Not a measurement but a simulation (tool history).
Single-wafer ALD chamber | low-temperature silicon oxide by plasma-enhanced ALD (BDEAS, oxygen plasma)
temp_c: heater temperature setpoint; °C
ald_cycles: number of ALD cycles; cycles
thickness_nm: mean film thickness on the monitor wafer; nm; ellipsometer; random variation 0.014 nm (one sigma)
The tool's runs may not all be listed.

run,hour,temp_c,ald_cycles,thickness_nm
1,0,105,48,6.4452
2,7.3,105,46,6.1523
3,15.6,105,42,5.6462
4,16.1,96,42,5.7402
5,22.1,96,46,6.2964
6,27.9,96,42,5.7744
7,30.2,100,41,5.5531
8,38.5,103,40,5.3742
9,42.1,106,40,5.3594
10,48.5,109,40,5.3386
11,49.1,111,40,5.3075
12,54.3,113,40,5.3044

Predict the results of run 13:
13,55.7,114,40,?

thickness_nm: 5.3152 nm

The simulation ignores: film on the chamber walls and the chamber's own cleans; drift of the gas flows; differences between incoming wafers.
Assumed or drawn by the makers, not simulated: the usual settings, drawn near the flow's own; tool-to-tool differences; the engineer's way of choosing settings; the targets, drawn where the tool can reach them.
